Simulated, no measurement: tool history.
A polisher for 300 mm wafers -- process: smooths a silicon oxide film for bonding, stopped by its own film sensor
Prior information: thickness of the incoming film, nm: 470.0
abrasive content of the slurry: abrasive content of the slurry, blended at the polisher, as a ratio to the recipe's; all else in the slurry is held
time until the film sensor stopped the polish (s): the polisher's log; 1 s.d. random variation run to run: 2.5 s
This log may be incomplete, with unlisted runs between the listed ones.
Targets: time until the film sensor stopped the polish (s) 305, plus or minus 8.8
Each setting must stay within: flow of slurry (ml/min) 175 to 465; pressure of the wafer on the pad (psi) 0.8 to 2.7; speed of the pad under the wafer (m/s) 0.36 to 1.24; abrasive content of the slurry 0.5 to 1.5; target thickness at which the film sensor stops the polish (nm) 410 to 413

| run | day | flow of slurry (ml/min) | pressure of the wafer on the pad (psi) | speed of the pad under the wafer (m/s) | abrasive content of the slurry | target thickness at which the film sensor stops the polish (nm) | time until the film sensor stopped the polish (s) |
|---|---|---|---|---|---|---|---|
| 1 | 0 | 295 | 1.7 | 0.8 | 1 | 413 | 140.67 |
| 2 | 0.142 | 295 | 1.7 | 0.8 | 1 | 413 | 138.49 |
| 3 | 0.417 | 335 | 1.7 | 0.8 | 1 | 413 | 138.84 |
| 4 | 0.783 | 335 | 1.6 | 0.76 | 1 | 413 | 152.06 |
| 5 | 0.838 | 335 | 1.5 | 0.74 | 1 | 413 | 162.41 |
| 6 | 1.133 | 335 | 1.5 | 0.92 | 1 | 413 | 141.46 |
| 7 | 1.412 | 335 | 1.4 | 0.86 | 1 | 413 | 159.21 |
| 8 | 1.496 | 335 | 1.3 | 0.82 | 1 | 413 | 174.61 |
| 9 | 1.854 | 330 | 0.8 | 0.6 | 0.95 | 413 | 343.27 |
| 10 | 2.021 | 335 | 0.8 | 0.6 | 0.95 | 413 | 345.09 |
| 11 | 2.154 | 340 | 0.8 | 0.6 | 0.95 | 413 | 347.49 |

Next run, 5 choices. One meets every target within its allowed miss, the rest don't. Which?
| A | 2.288 | 360 | 1 | 0.44 | 1.05 | 413 | ? |
| B | 2.288 | 315 | 0.9 | 0.7 | 0.9 | 410 | ? |
| C | 2.288 | 390 | 0.8 | 0.64 | 1 | 413 | ? |
| D | 2.288 | 370 | 0.9 | 0.5 | 1 | 413 | ? |
| E | 2.288 | 320 | 0.9 | 0.56 | 0.9 | 413 | ? |

| move | time until the film sensor stopped the polish (s) |
|---|---|
| A | 320 |
| B | 303.79 |
| C | 322.92 |
| D | 335.05 |
| E | 329.84 |
A: closes in on the targets versus the last run, not all within tolerance yet
B: every result lands within tolerance
C: closes in on the targets versus the last run, not all within tolerance yet
D: closes in on the targets versus the last run, not all within tolerance yet
E: closes in on the targets versus the last run, not all within tolerance yet
Go with B: it meets all targets.
